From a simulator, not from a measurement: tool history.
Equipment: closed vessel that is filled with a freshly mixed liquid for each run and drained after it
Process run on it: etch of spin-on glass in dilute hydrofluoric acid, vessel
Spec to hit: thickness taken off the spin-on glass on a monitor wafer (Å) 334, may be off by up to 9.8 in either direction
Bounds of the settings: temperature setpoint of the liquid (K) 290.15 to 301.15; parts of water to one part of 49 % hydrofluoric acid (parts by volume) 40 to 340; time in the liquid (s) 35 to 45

| run | hour | temperature setpoint of the liquid (K) | parts of water to one part of 49 % hydrofluoric acid (parts by volume) | time in the liquid (s) | thickness taken off the spin-on glass on a monitor wafer (Å) |
|---|---|---|---|---|---|
| 1 | 0 | 293.15 | 190 | 45 | 108.98 |
| 2 | 0.8 | 293.15 | 220 | 45 | 92.749 |
| 3 | 5.6 | 293.15 | 220 | 45 | 91.983 |
| 4 | 6.6 | 294.65 | 190 | 45 | 115.51 |
| 5 | 10.7 | 292.65 | 190 | 45 | 107.94 |
| 6 | 14.2 | 294.15 | 165 | 45 | 134.15 |
| 7 | 15.2 | 298.15 | 90 | 45 | 312.99 |
| 8 | 17.6 | 298.65 | 90 | 45 | 322.54 |
| 9 | 24.9 | 298.65 | 90 | 45 | 319.81 |

Which single option among these 4 for the next run brings every result within its allowed miss of target? Just one does.
| A | 32.2 | 298.15 | 90 | 45 | ? |
| B | 32.2 | 299.65 | 100 | 45 | ? |
| C | 32.2 | 301.15 | 95 | 45 | ? |
| D | 32.2 | 301.15 | 100 | 45 | ? |

| move | thickness taken off the spin-on glass on a monitor wafer (Å) |
|---|---|
| A | 312.27 |
| B | 294.21 |
| C | 330.32 |
| D | 311.68 |
A: its largest miss is bigger than the last run's
B: its largest miss is bigger than the last run's
C: every result within its allowed miss
D: its largest miss is bigger than the last run's
Correct choice: C, which meets every target
